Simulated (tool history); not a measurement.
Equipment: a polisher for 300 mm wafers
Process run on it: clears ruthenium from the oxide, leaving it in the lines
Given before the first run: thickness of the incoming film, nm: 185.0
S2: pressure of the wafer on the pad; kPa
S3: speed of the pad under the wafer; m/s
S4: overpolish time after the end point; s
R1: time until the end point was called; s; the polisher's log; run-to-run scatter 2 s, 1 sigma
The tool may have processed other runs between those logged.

run 1 hour=0.0 | flow_of_slurry_(ml/min)=285 S2=17.9 S3=1.00 S4=28 | R1=117.51
run 2 hour=7.2 | flow_of_slurry_(ml/min)=285 S2=17.9 S3=1.14 S4=28 | R1=107.15
run 3 hour=14.2 | flow_of_slurry_(ml/min)=285 S2=17.2 S3=1.14 S4=28 | R1=110.26
run 4 hour=21.2 | flow_of_slurry_(ml/min)=285 S2=17.2 S3=1.14 S4=30 | R1=107.67
run 5 hour=24.8 | flow_of_slurry_(ml/min)=350 S2=17.2 S3=1.14 S4=30 | R1=112.20
run 6 hour=28.1 | flow_of_slurry_(ml/min)=350 S2=16.5 S3=1.14 S4=30 | R1=114.55
run 7 hour=34.0 | flow_of_slurry_(ml/min)=350 S2=15.9 S3=1.14 S4=30 | R1=118.49
run 8 hour=37.2 | flow_of_slurry_(ml/min)=350 S2=15.2 S3=1.14 S4=30 | R1=120.45
run 9 hour=38.5 | flow_of_slurry_(ml/min)=350 S2=14.5 S3=1.14 S4=30 | R1=127.68
run 10 hour=45.9 | flow_of_slurry_(ml/min)=350 S2=10.3 S3=1.12 S4=30 | R1=179.10

Run 11 comes next. What will it give?
run 11 hour=47.5 | flow_of_slurry_(ml/min)=350 S2=11.0 S3=1.12 S4=30 | R1=?

{"run 11": {"R1": 168.98}}

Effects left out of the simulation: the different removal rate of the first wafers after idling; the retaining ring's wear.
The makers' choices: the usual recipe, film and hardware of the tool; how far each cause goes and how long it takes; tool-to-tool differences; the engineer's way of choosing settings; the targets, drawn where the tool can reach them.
